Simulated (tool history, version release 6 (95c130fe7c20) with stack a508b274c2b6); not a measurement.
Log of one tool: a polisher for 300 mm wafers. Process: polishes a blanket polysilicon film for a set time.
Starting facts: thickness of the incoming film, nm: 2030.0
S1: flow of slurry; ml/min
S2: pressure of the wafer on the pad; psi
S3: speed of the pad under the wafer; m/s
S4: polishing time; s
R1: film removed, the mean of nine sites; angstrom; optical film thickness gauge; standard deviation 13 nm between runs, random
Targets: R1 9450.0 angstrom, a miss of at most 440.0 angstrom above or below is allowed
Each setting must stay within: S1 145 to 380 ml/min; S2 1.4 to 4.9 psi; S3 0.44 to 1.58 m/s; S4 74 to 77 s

run 1 hour=0.0 | S1=245 S2=3.1 S3=1.00 S4=74 | R1=7039.0
run 2 hour=1.0 | S1=245 S2=3.3 S3=1.00 S4=74 | R1=7277.1
run 3 hour=1.8 | S1=270 S2=3.3 S3=1.00 S4=74 | R1=7452.0
run 4 hour=6.3 | S1=270 S2=3.7 S3=1.00 S4=74 | R1=8153.5
run 5 hour=14.4 | S1=270 S2=3.7 S3=0.76 S4=74 | R1=6670.2
run 6 hour=19.4 | S1=315 S2=3.7 S3=0.76 S4=74 | R1=6846.7
run 7 hour=21.4 | S1=315 S2=4.0 S3=0.76 S4=74 | R1=7249.8
run 8 hour=24.5 | S1=315 S2=4.2 S3=0.78 S4=74 | R1=7776.5
run 9 hour=31.4 | S1=315 S2=4.4 S3=0.80 S4=74 | R1=8091.8

4 candidate next runs follow, results not yet known. Just one meets every target within its allowed miss. Identify it.
run A hour=38.3 | S1=310 S2=4.3 S3=0.54 S4=77 | R1=?
run B hour=38.3 | S1=355 S2=4.8 S3=1.00 S4=77 | R1=?
run C hour=38.3 | S1=345 S2=4.7 S3=0.82 S4=77 | R1=?
run D hour=38.3 | S1=330 S2=4.3 S3=1.16 S4=77 | R1=?

move=A R1=6263.4
move=B R1=10725.0
move=C R1=9072.8
move=D R1=10790.0
A: further off than the last run
B: takes the biggest miss from the last run beyond its target
C: hits every target within its allowed miss
D: takes the biggest miss from the last run beyond its target
The right move is C.

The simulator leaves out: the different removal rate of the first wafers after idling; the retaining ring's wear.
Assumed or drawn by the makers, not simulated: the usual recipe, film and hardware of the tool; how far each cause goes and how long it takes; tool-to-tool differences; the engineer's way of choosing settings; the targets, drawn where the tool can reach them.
